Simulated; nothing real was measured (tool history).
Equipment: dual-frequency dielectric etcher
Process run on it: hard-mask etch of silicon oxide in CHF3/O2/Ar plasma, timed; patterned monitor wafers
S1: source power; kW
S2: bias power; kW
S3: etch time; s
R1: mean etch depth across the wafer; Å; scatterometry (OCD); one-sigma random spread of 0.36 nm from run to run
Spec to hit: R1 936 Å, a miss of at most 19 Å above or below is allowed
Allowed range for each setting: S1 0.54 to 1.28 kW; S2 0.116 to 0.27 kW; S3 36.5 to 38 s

Run 1, hour 0: S1 0.91 kW, S2 0.193 kW, S3 36.5 s. Result: R1 827.43 Å.
Run 2, hour 8.3: S1 0.95 kW, S2 0.195 kW, S3 36.5 s. Result: R1 854.64 Å.
Run 3, hour 16.4: S1 0.84 kW, S2 0.195 kW, S3 36.5 s. Result: R1 809.76 Å.
Run 4, hour 19.5: S1 0.84 kW, S2 0.221 kW, S3 36.5 s. Result: R1 843.96 Å.
Run 5, hour 28.2: S1 0.71 kW, S2 0.221 kW, S3 36.5 s. Result: R1 792.24 Å.
Run 6, hour 29.6: S1 0.76 kW, S2 0.223 kW, S3 36.5 s. Result: R1 810.78 Å.
Run 7, hour 32: S1 0.81 kW, S2 0.225 kW, S3 36.5 s. Result: R1 840.95 Å.
Run 8, hour 35.5: S1 0.84 kW, S2 0.226 kW, S3 36.5 s. Result: R1 854.41 Å.
Run 9, hour 39: S1 0.87 kW, S2 0.227 kW, S3 36.5 s. Result: R1 861.64 Å.
Run 10, hour 45.2: S1 0.9 kW, S2 0.228 kW, S3 36.5 s. Result: R1 878.69 Å.
Run 11, hour 53.9: S1 0.92 kW, S2 0.229 kW, S3 36.5 s. Result: R1 886.93 Å.
At hour 58.9: source power generator calibrated.
Run 12, hour 58.9: S1 0.94 kW, S2 0.23 kW, S3 36.5 s. Result: R1 906.07 Å.
Run 13, hour 66.4: S1 0.95 kW, S2 0.23 kW, S3 36.5 s. Result: R1 901.76 Å.

5 candidate next runs follow, results not yet known. Just one meets every target within its allowed miss. Identify it.
Run A, hour 73.9: S1 0.92 kW, S2 0.23 kW, S3 36.5 s. Result: R1 ?.
Run B, hour 73.9: S1 1 kW, S2 0.227 kW, S3 37 s. Result: R1 ?.
Run C, hour 73.9: S1 1.06 kW, S2 0.256 kW, S3 36.5 s. Result: R1 ?.
Run D, hour 73.9: S1 1.05 kW, S2 0.22 kW, S3 38 s. Result: R1 ?.
Run E, hour 73.9: S1 0.94 kW, S2 0.269 kW, S3 37.5 s. Result: R1 ?.

move      R1
   A  901.78
   B   940.7
   C  989.02
   D  974.76
   E  985.95
A: no better and no worse than the last run
B: every result lands within tolerance
C: the result that was furthest off in the last run now lies on the other side of its target
D: the result that was furthest off in the last run now lies on the other side of its target
E: the result that was furthest off in the last run now lies on the other side of its target
B meets every target.
